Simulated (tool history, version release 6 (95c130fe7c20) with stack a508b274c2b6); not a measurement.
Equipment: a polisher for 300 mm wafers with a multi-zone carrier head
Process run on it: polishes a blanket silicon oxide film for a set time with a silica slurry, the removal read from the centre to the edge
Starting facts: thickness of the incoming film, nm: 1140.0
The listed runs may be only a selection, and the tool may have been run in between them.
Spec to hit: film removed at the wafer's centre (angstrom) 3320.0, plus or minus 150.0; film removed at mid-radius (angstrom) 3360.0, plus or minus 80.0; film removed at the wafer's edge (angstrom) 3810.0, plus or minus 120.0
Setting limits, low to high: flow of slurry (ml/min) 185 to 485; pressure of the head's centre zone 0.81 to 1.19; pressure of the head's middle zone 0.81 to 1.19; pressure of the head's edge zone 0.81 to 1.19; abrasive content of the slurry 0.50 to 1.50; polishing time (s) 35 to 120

| run | day | flow of slurry (ml/min) | pressure of the head's centre zone | pressure of the head's middle zone | pressure of the head's edge zone | abrasive content of the slurry | polishing time (s) | film removed at the wafer's centre (angstrom) | film removed at mid-radius (angstrom) | film removed at the wafer's edge (angstrom) |
|---|---|---|---|---|---|---|---|---|---|---|
| 1 | 0.000 | 310 | 1.00 | 1.00 | 1.00 | 1.00 | 77 | 2778.2 | 2627.4 | 2716.2 |
| 2 | 0.238 | 310 | 0.98 | 1.00 | 1.04 | 1.15 | 77 | 3024.9 | 2892.3 | 3004.8 |
| 3 | 0.267 | 310 | 0.95 | 0.99 | 1.08 | 1.20 | 77 | 2916.6 | 2933.9 | 3128.7 |
| 4 | 0.329 | 315 | 0.95 | 0.98 | 1.11 | 1.25 | 77 | 2994.2 | 2960.0 | 3186.8 |
| 5 | 0.538 | 280 | 0.95 | 0.98 | 1.11 | 1.25 | 77 | 2960.8 | 2953.4 | 3165.0 |
| 6 | 0.879 | 280 | 0.95 | 0.98 | 1.11 | 1.25 | 91 | 3449.3 | 3452.7 | 3752.9 |
| 7 | 0.988 | 280 | 0.95 | 0.98 | 1.11 | 1.25 | 91 | 3541.5 | 3470.8 | 3767.9 |
| 8 | 1.100 | 275 | 0.94 | 0.97 | 1.12 | 1.25 | 91 | 3454.7 | 3402.7 | 3742.0 |
| 9 | 1.325 | 275 | 0.93 | 0.97 | 1.13 | 1.25 | 91 | 3426.6 | 3459.9 | 3796.4 |

Below are 5 possible settings for the next run. Only one of them brings all results inside the allowed miss of their targets. Which is it?
| A | 1.550 | 255 | 0.90 | 0.99 | 1.14 | 1.25 | 92 | ? | ? | ? |
| B | 1.550 | 305 | 0.89 | 1.04 | 1.11 | 1.35 | 88 | ? | ? | ? |
| C | 1.550 | 275 | 0.91 | 0.95 | 1.16 | 1.25 | 90 | ? | ? | ? |
| D | 1.550 | 290 | 0.99 | 0.92 | 1.07 | 1.25 | 91 | ? | ? | ? |
| E | 1.550 | 325 | 1.04 | 1.05 | 1.16 | 1.45 | 81 | ? | ? | ? |

| move | film removed at the wafer's centre (angstrom) | film removed at mid-radius (angstrom) | film removed at the wafer's edge (angstrom) |
|---|---|---|---|
| A | 3337.6 | 3525.0 | 3868.0 |
| B | 3362.5 | 3685.9 | 3848.5 |
| C | 3328.9 | 3395.0 | 3846.7 |
| D | 3635.3 | 3387.7 | 3751.2 |
| E | 3666.9 | 3544.2 | 3759.4 |
A: lands further from the targets than the last run did
B: lands further from the targets than the last run did
C: every result lands within tolerance
D: brings the result that was furthest off to its target, and leaves another outside
E: lands further from the targets than the last run did
C is the move that brings every result within its allowed miss.

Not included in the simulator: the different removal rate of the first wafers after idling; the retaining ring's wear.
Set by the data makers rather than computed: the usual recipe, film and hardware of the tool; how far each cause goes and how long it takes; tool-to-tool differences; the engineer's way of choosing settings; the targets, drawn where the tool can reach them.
